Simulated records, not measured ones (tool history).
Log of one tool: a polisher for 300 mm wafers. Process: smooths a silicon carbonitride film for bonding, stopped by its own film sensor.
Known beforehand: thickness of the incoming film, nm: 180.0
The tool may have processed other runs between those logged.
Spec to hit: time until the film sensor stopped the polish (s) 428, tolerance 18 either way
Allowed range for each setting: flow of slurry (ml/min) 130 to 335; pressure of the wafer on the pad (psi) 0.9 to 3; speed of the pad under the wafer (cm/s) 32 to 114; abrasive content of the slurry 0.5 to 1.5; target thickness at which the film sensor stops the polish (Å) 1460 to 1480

run  hour  flow of slurry (ml/min)  pressure of the wafer on the pad (psi)  speed of the pad under the wafer (cm/s)  abrasive content of the slurry  target thickness at which the film sensor stops the polish (Å)  time until the film sensor stopped the polish (s)
  1     0                      215                                     1.9                                       72                               1                                                            1480                                             161.77
  2     2                      215                                     1.6                                       60                               1                                                            1480                                             221.91
  3   2.7                      215                                     1.4                                       54                               1                                                            1480                                             273.11
  4   8.3                      215                                     1.2                                       50                               1                                                            1480                                             339.78
  5  13.8                      215                                     1.2                                       62                               1                                                            1480                                             283.08
  6  16.7                      215                                     1.1                                       56                               1                                                            1480                                             331.55
  7  21.8                      215                                       1                                       54                               1                                                            1480                                             372.72
  8  22.8                      215                                       1                                       52                               1                                                            1480                                             386.79
     29.7  -- head pressure recalibrated
  9  29.7                      215                                     0.9                                       50                               1                                                            1480                                             464.19

4 candidate next runs follow, results not yet known. Just one meets every target within its allowed miss. Identify it.
  A  36.6                      165                                     0.9                                       48                            0.95                                                            1460                                                  ?
  B  36.6                      215                                     0.9                                       52                             0.9                                                            1460                                                  ?
  C  36.6                      195                                     0.9                                       56                               1                                                            1480                                                  ?
  D  36.6                      225                                       1                                       42                               1                                                            1460                                                  ?

move  time until the film sensor stopped the polish (s)
   A                                             539.21
   B                                             497.13
   C                                              426.3
   D                                             506.05
A: the biggest miss grows against the last run
B: the biggest miss grows against the last run
C: all results land within tolerance of their targets
D: the biggest miss grows against the last run
Answer: C

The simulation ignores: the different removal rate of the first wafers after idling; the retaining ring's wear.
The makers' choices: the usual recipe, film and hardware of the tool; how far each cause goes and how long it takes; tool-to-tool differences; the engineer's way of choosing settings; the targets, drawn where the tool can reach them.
